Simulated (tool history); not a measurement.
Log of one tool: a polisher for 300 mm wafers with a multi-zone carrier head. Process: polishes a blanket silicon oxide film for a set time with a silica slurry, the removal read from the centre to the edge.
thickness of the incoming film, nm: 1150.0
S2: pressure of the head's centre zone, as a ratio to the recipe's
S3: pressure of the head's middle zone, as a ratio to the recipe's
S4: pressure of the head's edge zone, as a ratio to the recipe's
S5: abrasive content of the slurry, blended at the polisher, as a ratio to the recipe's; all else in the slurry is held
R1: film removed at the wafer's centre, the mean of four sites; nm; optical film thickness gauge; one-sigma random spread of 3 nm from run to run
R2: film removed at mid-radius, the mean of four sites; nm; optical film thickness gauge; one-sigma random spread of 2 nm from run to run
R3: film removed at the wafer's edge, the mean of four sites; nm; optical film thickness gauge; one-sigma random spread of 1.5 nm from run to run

Run 1, hour 0.0: flow of slurry (ml/min) 210, S2 1.00, S3 1.00, S4 1.00, S5 1.00, polishing time (s) 68. Result: R1 246.75 nm, R2 246.10 nm, R3 238.88 nm.
Run 2, hour 1.8: flow of slurry (ml/min) 210, S2 0.93, S3 1.00, S4 1.00, S5 1.00, polishing time (s) 68. Result: R1 227.27 nm, R2 246.84 nm, R3 238.55 nm.
Run 3, hour 8.9: flow of slurry (ml/min) 210, S2 0.93, S3 1.00, S4 1.00, S5 1.00, polishing time (s) 52. Result: R1 174.61 nm, R2 185.31 nm, R3 182.15 nm.
Run 4, hour 15.2: flow of slurry (ml/min) 210, S2 0.93, S3 1.00, S4 0.94, S5 1.00, polishing time (s) 52. Result: R1 173.98 nm, R2 189.13 nm, R3 177.88 nm.
Run 5, hour 18.8: flow of slurry (ml/min) 225, S2 0.96, S3 1.01, S4 1.00, S5 1.10, polishing time (s) 52. Result: R1 194.04 nm, R2 204.37 nm, R3 195.21 nm.
Run 6, hour 26.9: flow of slurry (ml/min) 225, S2 0.96, S3 1.01, S4 1.00, S5 1.10, polishing time (s) 37. Result: R1 136.14 nm, R2 146.66 nm, R3 137.55 nm.
Run 7, hour 29.7: flow of slurry (ml/min) 235, S2 0.98, S3 0.99, S4 1.03, S5 1.20, polishing time (s) 42. Result: R1 168.07 nm, R2 174.12 nm, R3 168.73 nm.
Run 8, hour 34.9: flow of slurry (ml/min) 250, S2 1.00, S3 0.98, S4 1.06, S5 1.30, polishing time (s) 44. Result: R1 185.56 nm, R2 189.27 nm, R3 187.82 nm.
At hour 36.0: worn pad replaced by a new one.
Run 9, hour 36.0: flow of slurry (ml/min) 260, S2 1.03, S3 0.98, S4 1.09, S5 1.35, polishing time (s) 45. Result: R1 218.05 nm, R2 206.89 nm, R3 211.24 nm.
Run 10, hour 43.9: flow of slurry (ml/min) 275, S2 1.03, S3 1.00, S4 1.12, S5 1.35, polishing time (s) 45. Result: R1 221.69 nm, R2 216.67 nm, R3 214.64 nm.
Run 11, hour 50.1: flow of slurry (ml/min) 275, S2 1.03, S3 1.00, S4 1.12, S5 1.35, polishing time (s) 45. Result: R1 220.67 nm, R2 210.71 nm, R3 213.74 nm.
Run 12, hour 56.0: flow of slurry (ml/min) 275, S2 1.03, S3 1.00, S4 1.12, S5 1.35, polishing time (s) 45. Result: R1 216.26 nm, R2 214.91 nm, R3 212.91 nm.
Run 13, hour 62.1: flow of slurry (ml/min) 280, S2 1.04, S3 1.00, S4 1.14, S5 1.40, polishing time (s) 45. Result: R1 221.38 nm, R2 215.22 nm, R3 216.37 nm.

Expected results for the next run?
Run 14, hour 70.5: flow of slurry (ml/min) 290, S2 1.04, S3 1.00, S4 1.15, S5 1.45, polishing time (s) 45. Result: R1 ?, R2 ?, R3 ?.

R1: 225.50 nm
R2: 220.10 nm
R3: 222.50 nm

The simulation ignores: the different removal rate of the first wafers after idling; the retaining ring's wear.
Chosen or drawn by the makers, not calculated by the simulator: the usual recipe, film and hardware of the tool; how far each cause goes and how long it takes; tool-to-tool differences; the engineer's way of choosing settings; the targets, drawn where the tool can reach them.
